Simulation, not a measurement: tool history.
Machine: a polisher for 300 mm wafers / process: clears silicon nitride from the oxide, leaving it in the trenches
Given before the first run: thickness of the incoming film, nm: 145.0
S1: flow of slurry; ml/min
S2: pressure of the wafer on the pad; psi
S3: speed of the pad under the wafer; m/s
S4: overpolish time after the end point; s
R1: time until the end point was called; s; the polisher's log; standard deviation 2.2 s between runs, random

run  hour   S1   S2    S3  S4      R1
  1   0.0  140  2.7  1.06   8  172.30
  2   8.9  140  2.7  1.06   6  171.65
  3  13.2  140  3.3  1.06   6  143.96
  4  20.9  135  3.0  1.06   6  155.46
  5  29.3  135  2.8  1.06   6  166.22
  6  36.4  135  3.2  1.06   6  149.70
  7  42.9  130  2.9  1.06   6  165.45
  8  48.1  125  2.7  1.06   6  175.19
  9  51.5  125  2.7  1.06   6  173.54
 10  58.1  125  2.5  1.06   6  188.48
 11  62.6  120  2.4  1.06   6  194.15
 12  66.6  120  2.3  1.06   6  202.29
 13  72.8  115  2.2  1.06   6  210.82

Forecast run 14:
     74.7  -- worn pad replaced by a new one
 14  74.7  110  2.1  1.06   6   ?

Run 14 came out at R1 206.12 s.

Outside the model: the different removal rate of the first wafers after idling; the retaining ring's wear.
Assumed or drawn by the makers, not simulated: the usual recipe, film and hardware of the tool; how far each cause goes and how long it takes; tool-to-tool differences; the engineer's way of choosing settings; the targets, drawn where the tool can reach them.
